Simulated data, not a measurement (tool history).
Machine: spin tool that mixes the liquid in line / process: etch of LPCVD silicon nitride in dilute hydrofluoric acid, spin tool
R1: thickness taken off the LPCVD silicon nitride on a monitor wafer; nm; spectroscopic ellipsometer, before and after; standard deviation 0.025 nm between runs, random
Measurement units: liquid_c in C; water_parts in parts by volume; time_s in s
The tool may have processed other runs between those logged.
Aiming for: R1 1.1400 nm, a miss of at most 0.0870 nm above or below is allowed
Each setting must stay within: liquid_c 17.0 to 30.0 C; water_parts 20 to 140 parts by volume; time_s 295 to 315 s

{"run": 1, "hour": 0.0, "liquid_c": 22.0, "water_parts": 75, "time_s": 295, "R1": 1.5794}
{"run": 2, "hour": 1.2, "liquid_c": 24.5, "water_parts": 75, "time_s": 295, "R1": 1.8873}
{"run": 3, "hour": 9.2, "liquid_c": 26.0, "water_parts": 75, "time_s": 295, "R1": 2.1024}
{"run": 4, "hour": 12.0, "liquid_c": 26.0, "water_parts": 75, "time_s": 295, "R1": 2.0777}
{"run": 5, "hour": 16.9, "liquid_c": 24.0, "water_parts": 75, "time_s": 295, "R1": 1.8115}
{"run": 6, "hour": 25.8, "liquid_c": 24.0, "water_parts": 60, "time_s": 295, "R1": 2.2026}
{"run": 7, "hour": 32.7, "liquid_c": 22.5, "water_parts": 65, "time_s": 295, "R1": 1.9125}
{"run": 8, "hour": 37.8, "liquid_c": 21.5, "water_parts": 70, "time_s": 295, "R1": 1.654}

Of the 4 settings listed for the next run, only one would bring every result within its allowed miss of target. Which one?
{"run": "A", "hour": 42.9, "liquid_c": 21.0, "water_parts": 100, "time_s": 305, "R1": "?"}
{"run": "B", "hour": 42.9, "liquid_c": 21.0, "water_parts": 75, "time_s": 295, "R1": "?"}
{"run": "C", "hour": 42.9, "liquid_c": 22.0, "water_parts": 90, "time_s": 295, "R1": "?"}
{"run": "D", "hour": 42.9, "liquid_c": 18.5, "water_parts": 45, "time_s": 315, "R1": "?"}

move=A R1=1.1492
move=B R1=1.4729
move=C R1=1.3184
move=D R1=2.1744
A: every result lands within tolerance
B: closes in on the targets versus the last run, not all within tolerance yet
C: closes in on the targets versus the last run, not all within tolerance yet
D: further off than the last run
Go with A: it meets all targets.

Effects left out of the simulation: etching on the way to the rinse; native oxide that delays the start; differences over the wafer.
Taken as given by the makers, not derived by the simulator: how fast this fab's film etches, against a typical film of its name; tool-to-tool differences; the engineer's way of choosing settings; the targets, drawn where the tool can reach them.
